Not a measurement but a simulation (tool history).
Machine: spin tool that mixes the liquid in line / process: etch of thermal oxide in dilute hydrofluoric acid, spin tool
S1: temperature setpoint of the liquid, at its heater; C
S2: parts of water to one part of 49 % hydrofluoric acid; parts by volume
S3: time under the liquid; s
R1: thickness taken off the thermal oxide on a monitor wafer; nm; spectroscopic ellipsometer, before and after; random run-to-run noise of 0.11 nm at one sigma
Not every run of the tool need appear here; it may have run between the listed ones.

run	hour	S1	S2	S3	R1
1	0.0	25.0	55	90	8.3180
2	2.8	26.0	55	90	8.8293
3	10.9	26.0	70	90	6.7720
4	15.4	26.0	85	90	5.4480
5	21.2	27.0	80	90	5.9647
6	23.0	29.0	80	90	6.5515
7	31.0	29.5	75	90	7.2851
8	37.1	30.0	70	90	7.7980
9	39.0	30.5	65	90	8.7667
10	41.6	31.0	65	90	8.8214
11	42.2	31.5	65	90	9.0838

Run 12 comes next. What will it give?
12	46.4	32.5	60	90	?

R1: 10.2500 nm
